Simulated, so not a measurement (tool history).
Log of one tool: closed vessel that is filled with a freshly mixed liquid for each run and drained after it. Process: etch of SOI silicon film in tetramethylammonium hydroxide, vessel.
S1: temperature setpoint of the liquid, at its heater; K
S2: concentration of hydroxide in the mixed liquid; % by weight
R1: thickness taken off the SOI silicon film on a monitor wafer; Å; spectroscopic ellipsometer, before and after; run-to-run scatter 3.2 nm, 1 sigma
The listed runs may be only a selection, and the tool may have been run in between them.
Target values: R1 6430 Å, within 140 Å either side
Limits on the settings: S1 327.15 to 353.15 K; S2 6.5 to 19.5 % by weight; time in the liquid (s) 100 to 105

run 1 day=0 | S1=340.15 S2=13 time_in_the_liquid_(s)=100 | R1=5071.7
run 2 day=0.346 | S1=341.15 S2=13 time_in_the_liquid_(s)=100 | R1=5436
run 3 day=0.396 | S1=341.65 S2=13 time_in_the_liquid_(s)=100 | R1=5567.5
run 4 day=0.688 | S1=341.65 S2=13 time_in_the_liquid_(s)=105 | R1=5925.7
run 5 day=1.033 | S1=342.15 S2=13 time_in_the_liquid_(s)=105 | R1=6036.1
run 6 day=1.346 | S1=336.65 S2=13 time_in_the_liquid_(s)=105 | R1=4338.2
run 7 day=1.404 | S1=338.15 S2=13 time_in_the_liquid_(s)=105 | R1=4764.1
run 8 day=1.708 | S1=339.15 S2=13 time_in_the_liquid_(s)=105 | R1=5036.6
run 9 day=1.754 | S1=340.15 S2=13 time_in_the_liquid_(s)=105 | R1=5350.2
run 10 day=2.008 | S1=343.65 S2=13 time_in_the_liquid_(s)=105 | R1=6594.6

Exercise: of the 5 proposed moves below, exactly one satisfies all targets within the stated allowed misses. Which move is it?
run A day=2.262 | S1=345.65 S2=15 time_in_the_liquid_(s)=105 | R1=?
run B day=2.262 | S1=344.65 S2=12.5 time_in_the_liquid_(s)=100 | R1=?
run C day=2.262 | S1=344.15 S2=13 time_in_the_liquid_(s)=105 | R1=?
run D day=2.262 | S1=345.15 S2=14 time_in_the_liquid_(s)=105 | R1=?
run E day=2.262 | S1=343.65 S2=12 time_in_the_liquid_(s)=100 | R1=?

move=A R1=6887.3
move=B R1=6772.4
move=C R1=6787.9
move=D R1=6942.6
move=E R1=6498.4
A: the biggest miss grows against the last run
B: the biggest miss grows against the last run
C: the biggest miss grows against the last run
D: the biggest miss grows against the last run
E: in spec on every target
Answer: E

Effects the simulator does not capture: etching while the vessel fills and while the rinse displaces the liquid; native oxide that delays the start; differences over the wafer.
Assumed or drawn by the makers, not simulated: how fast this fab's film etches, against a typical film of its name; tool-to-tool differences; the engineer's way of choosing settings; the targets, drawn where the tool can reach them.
